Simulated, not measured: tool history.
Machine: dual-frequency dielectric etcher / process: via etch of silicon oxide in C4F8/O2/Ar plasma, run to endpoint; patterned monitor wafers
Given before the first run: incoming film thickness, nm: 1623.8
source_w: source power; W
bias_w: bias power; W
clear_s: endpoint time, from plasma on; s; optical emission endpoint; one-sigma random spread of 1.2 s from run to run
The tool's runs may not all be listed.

run  hour  source_w  bias_w  clear_s
  1     0      2440    2135   292.79
  2   5.1      2240    2135   300.34
  3   9.6      2580    2135   288.03
  4  18.1      2580    1893    301.5
  5  26.7      2770    1893   290.78
  6  30.5      2660    1858   300.21
     32.3  -- source power generator calibrated
  7  32.3      2560    1831   308.66
  8  37.1      2070    1646   345.77
  9  38.9      2070    1646   346.84

Forecast run 10:
 10  47.3      2060    1643        ?

Run 10 measured clear_s 345.28 s.

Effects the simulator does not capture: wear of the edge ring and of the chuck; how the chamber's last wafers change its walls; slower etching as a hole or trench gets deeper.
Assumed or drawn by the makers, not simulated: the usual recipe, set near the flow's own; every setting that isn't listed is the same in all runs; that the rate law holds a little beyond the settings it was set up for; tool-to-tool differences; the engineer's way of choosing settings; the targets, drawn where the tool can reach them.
